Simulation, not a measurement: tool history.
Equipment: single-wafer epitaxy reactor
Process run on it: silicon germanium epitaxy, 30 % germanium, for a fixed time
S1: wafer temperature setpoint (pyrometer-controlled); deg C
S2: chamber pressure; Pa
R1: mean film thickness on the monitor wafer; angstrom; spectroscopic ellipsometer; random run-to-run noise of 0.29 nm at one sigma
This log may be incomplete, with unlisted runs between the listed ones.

run  hour   S1    S2      R1
  1     0  620  2933   923.9
  2   2.6  620  2746  881.39
  3  10.2  620  2960  926.66
  4  14.4  613  2960  831.32
  5  17.6  621  2973  942.12
  6  18.4  627  2973  1031.6
  7  24.8  631  2973  1095.1
  8  29.4  634  2973  1146.3
  9  36.2  636  2973  1183.7

What does the tool deliver on the next run?
 10  42.7  637  2973   ?

{"run 10": {"R1": 1201.5}}

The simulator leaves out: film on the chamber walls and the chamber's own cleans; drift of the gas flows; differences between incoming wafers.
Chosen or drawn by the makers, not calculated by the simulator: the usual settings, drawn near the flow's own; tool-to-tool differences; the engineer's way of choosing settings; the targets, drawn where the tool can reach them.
